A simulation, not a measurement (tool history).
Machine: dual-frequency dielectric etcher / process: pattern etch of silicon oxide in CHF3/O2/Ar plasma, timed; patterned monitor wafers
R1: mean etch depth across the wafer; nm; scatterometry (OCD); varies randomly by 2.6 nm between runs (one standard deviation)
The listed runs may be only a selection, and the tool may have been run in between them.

{"run": 1, "hour": 0.0, "source power (W)": 830, "bias power (W)": 121, "etch time (s)": 549.5, "R1": 1124}
{"run": 2, "hour": 1.9, "source power (W)": 830, "bias power (W)": 121, "etch time (s)": 574, "R1": 1168.9}
{"run": 3, "hour": 10.4, "source power (W)": 830, "bias power (W)": 111, "etch time (s)": 574, "R1": 1140.5}
{"run": 4, "hour": 18.5, "source power (W)": 830, "bias power (W)": 111, "etch time (s)": 574, "R1": 1140.4}
{"run": 5, "hour": 26.2, "source power (W)": 790, "bias power (W)": 106, "etch time (s)": 572.5, "R1": 1090.4}
{"run": 6, "hour": 27.1, "source power (W)": 650, "bias power (W)": 106, "etch time (s)": 572.5, "R1": 981.76}
{"run": 7, "hour": 32.5, "source power (W)": 630, "bias power (W)": 106, "etch time (s)": 572.5, "R1": 966.93}

What does the tool deliver on the next run?
{"run": 8, "hour": 39.8, "source power (W)": 610, "bias power (W)": 106, "etch time (s)": 572.5, "R1": "?"}

R1: 948.25 nm

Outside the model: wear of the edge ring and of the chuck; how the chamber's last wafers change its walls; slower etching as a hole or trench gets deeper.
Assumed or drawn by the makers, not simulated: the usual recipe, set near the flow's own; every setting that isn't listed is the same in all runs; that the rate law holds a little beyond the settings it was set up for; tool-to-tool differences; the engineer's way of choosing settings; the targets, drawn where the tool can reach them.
